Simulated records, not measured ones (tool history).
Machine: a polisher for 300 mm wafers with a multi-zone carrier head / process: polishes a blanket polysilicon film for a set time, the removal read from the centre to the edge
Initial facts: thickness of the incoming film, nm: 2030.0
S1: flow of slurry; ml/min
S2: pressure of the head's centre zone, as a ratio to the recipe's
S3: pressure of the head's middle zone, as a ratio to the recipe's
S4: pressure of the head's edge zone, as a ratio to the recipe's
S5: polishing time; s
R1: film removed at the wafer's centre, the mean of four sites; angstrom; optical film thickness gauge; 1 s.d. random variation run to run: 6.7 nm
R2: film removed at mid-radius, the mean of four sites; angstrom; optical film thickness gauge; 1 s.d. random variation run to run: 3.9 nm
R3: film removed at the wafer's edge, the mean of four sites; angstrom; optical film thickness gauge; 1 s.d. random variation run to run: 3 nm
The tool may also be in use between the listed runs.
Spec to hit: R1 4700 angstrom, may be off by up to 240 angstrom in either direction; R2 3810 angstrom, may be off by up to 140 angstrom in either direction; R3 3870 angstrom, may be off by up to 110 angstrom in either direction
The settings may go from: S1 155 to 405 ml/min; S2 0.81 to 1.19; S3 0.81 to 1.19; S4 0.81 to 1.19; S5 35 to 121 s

run	hour	S1	S2	S3	S4	S5	R1	R2	R3
1	0	260	1	1	1	78	7029.9	6968	7022
2	7.8	260	0.95	1	1	78	6490.5	7155	7057.6
3	14.6	255	0.99	0.98	0.95	65	5774.7	5784.3	5583.5
4	18	255	0.93	0.98	0.95	65	5349.7	5769	5663.8
5	21.5	245	0.96	0.93	0.91	59	4999.3	5000	5024.9
6	26.6	245	0.96	0.93	0.91	73	6147.1	6307.7	6172.9
7	30.9	240	0.99	0.9	0.88	64	5685.9	5331.1	5308.2
8	34.8	220	1.05	0.84	0.81	42	3947.2	3222.7	3377.2
9	36.7	250	1.07	0.86	0.84	43	4147.5	3393.4	3537.1
10	38.6	260	1.09	0.88	0.86	44	4377.7	3552.8	3625.8
11	44	275	1.1	0.89	0.88	44	4421.4	3539.1	3685.7

5 next moves are on the table. One of them brings every result within its allowed miss. Which?
A	49.4	305	1.13	0.9	0.88	45	?	?	?
B	49.4	265	1.15	0.92	0.86	43	?	?	?
C	49.4	255	1.05	0.81	0.9	46	?	?	?
D	49.4	285	1.11	1.04	0.81	42	?	?	?
E	49.4	265	1.17	0.86	0.88	44	?	?	?

move	R1	R2	R3
A	4604.8	3766.6	3815
B	4416.9	3618	3572.3
C	4290.6	3480.4	3896.1
D	4197.6	3938.7	3410
E	4596.8	3504.1	3696.5
A: every result lands within tolerance
B: its largest miss is bigger than the last run's
C: its largest miss is bigger than the last run's
D: brings the last run's worst result on target, with another outside its allowed miss
E: its largest miss is bigger than the last run's
Correct choice: A, which meets every target
